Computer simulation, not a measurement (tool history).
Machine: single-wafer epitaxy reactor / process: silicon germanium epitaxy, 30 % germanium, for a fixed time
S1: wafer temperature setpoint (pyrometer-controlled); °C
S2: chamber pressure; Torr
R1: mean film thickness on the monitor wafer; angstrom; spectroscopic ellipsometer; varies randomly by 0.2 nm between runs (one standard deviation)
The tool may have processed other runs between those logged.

{"run": 1, "day": 0.0, "S1": 575, "S2": 15.1, "R1": 368.67}
{"run": 2, "day": 0.262, "S1": 566, "S2": 15.1, "R1": 316.96}
{"run": 3, "day": 0.517, "S1": 575, "S2": 15.1, "R1": 370.16}
{"run": 4, "day": 0.804, "S1": 575, "S2": 16.2, "R1": 378.2}
{"run": 5, "day": 1.062, "S1": 576, "S2": 16.2, "R1": 382.27}
{"run": 6, "day": 1.296, "S1": 567, "S2": 16.2, "R1": 327.38}
{"run": 7, "day": 1.454, "S1": 569, "S2": 16.3, "R1": 343.81}

The next listed run, before its measurement:
{"run": 8, "day": 1.788, "S1": 571, "S2": 16.3, "R1": "?"}

Run 8 yielded R1 354.76 angstrom.

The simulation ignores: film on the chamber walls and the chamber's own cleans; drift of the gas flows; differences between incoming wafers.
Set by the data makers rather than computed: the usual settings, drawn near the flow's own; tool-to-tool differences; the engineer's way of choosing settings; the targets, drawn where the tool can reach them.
